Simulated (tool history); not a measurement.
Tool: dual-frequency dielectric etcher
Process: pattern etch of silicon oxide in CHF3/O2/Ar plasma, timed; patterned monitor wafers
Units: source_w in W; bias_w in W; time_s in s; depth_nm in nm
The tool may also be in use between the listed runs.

run,hour,source_w,bias_w,time_s,depth_nm
1,0.0,540,167,345.0,564.80
2,5.4,500,165,344.5,541.07
3,7.6,500,180,344.5,555.11
4,16.0,500,151,344.5,526.89
5,16.9,550,151,344.5,549.69
6,24.6,520,150,344.5,536.90
7,33.3,500,149,344.5,525.66
8,36.0,480,148,344.5,517.97
9,42.2,460,147,344.5,507.84

Forecast run 10:
10,48.8,450,146,344.5,?

Run 10 produced depth_nm 501.25 nm.
